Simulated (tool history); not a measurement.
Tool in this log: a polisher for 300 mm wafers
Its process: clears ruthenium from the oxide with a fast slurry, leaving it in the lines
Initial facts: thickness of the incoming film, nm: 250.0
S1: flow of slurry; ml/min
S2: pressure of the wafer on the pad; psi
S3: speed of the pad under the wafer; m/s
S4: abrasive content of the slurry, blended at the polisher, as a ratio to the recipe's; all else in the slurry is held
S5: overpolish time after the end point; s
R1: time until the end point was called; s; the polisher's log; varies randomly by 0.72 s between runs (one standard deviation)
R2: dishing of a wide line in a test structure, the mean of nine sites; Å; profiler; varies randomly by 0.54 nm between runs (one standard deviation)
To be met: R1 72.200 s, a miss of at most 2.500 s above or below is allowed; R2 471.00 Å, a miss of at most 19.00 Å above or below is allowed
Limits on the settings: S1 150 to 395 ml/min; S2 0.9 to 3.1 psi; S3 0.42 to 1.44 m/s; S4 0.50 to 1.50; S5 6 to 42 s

{"run": 1, "hour": 0.0, "S1": 250, "S2": 2.0, "S3": 0.92, "S4": 1.0, "S5": 21, "R1": 101.98, "R2": 365.38}
{"run": 2, "hour": 3.1, "S1": 250, "S2": 2.0, "S3": 0.92, "S4": 0.9, "S5": 21, "R1": 105.4, "R2": 345.78}
{"run": 3, "hour": 9.9, "S1": 255, "S2": 2.2, "S3": 0.92, "S4": 0.9, "S5": 21, "R1": 96.195, "R2": 380.24}
{"run": 4, "hour": 12.3, "S1": 260, "S2": 2.4, "S3": 0.92, "S4": 0.9, "S5": 21, "R1": 87.626, "R2": 398.34}
{"run": 5, "hour": 19.9, "S1": 260, "S2": 2.5, "S3": 0.92, "S4": 0.9, "S5": 21, "R1": 84.92, "R2": 419.07}
{"run": 6, "hour": 20.5, "S1": 265, "S2": 2.6, "S3": 0.92, "S4": 0.9, "S5": 21, "R1": 82.741, "R2": 429.17}
{"run": 7, "hour": 29.0, "S1": 265, "S2": 2.7, "S3": 0.92, "S4": 0.9, "S5": 21, "R1": 78.969, "R2": 442.51}
{"run": 8, "hour": 33.0, "S1": 265, "S2": 2.8, "S3": 0.92, "S4": 0.9, "S5": 21, "R1": 75.549, "R2": 455.09}

Pick the move, out of 4, that brings all results within their allowed miss; only one does.
{"run": "A", "hour": 37.0, "S1": 255, "S2": 2.4, "S3": 1.12, "S4": 0.95, "S5": 25, "R1": "?", "R2": "?"}
{"run": "B", "hour": 37.0, "S1": 280, "S2": 2.8, "S3": 0.82, "S4": 1.2, "S5": 21, "R1": "?", "R2": "?"}
{"run": "C", "hour": 37.0, "S1": 210, "S2": 3.1, "S3": 1.1, "S4": 0.55, "S5": 22, "R1": "?", "R2": "?"}
{"run": "D", "hour": 37.0, "S1": 190, "S2": 3.0, "S3": 0.88, "S4": 0.9, "S5": 26, "R1": "?", "R2": "?"}

move=A R1=77.802 R2=514.52
move=B R1=74.668 R2=467.21
move=C R1=78.380 R2=466.52
move=D R1=77.435 R2=530.63
A: the biggest miss grows against the last run
B: each result inside its tolerance
C: the biggest miss grows against the last run
D: the biggest miss grows against the last run
So the answer is move B, the one that meets all the targets.
